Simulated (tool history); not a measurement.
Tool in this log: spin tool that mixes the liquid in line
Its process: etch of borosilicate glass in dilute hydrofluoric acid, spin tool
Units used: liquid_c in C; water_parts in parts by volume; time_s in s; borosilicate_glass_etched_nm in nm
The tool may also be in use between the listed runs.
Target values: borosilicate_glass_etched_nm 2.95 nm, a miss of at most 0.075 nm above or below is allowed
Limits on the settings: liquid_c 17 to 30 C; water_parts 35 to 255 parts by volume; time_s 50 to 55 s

run	hour	liquid_c	water_parts	time_s	borosilicate_glass_etched_nm
1	0	22	145	50	6.9261
2	0.9	20.5	175	50	5.3194
3	6.3	20.5	135	50	7.2061
4	8.7	20.5	135	50	7.1176
5	10.1	20.5	95	50	10.707
# hour 13.9: thermometer replaced
6	13.9	20.5	95	55	10.887
7	21.8	19.5	145	55	6.5442
8	23.8	18.5	170	55	5.1967
9	28.2	18	190	55	4.4673
10	31.8	17.5	205	55	4.0293
11	40.5	17.5	205	55	4.0004
12	41.2	17.5	220	55	3.6819

Next run, 5 choices. One meets every target within its allowed miss, the rest don't. Which?
A	41.9	19	215	55	?
B	41.9	17	250	55	?
C	41.9	17	245	55	?
D	41.9	19	255	50	?
E	41.9	17.5	230	50	?

move	borosilicate_glass_etched_nm
A	4.0012
B	3.0848
C	3.1615
D	2.9554
E	3.1636
A: its largest miss is bigger than the last run's
B: closer than the last run, but not yet in spec
C: closer than the last run, but not yet in spec
D: every result lands within tolerance
E: closer than the last run, but not yet in spec
Answer: D
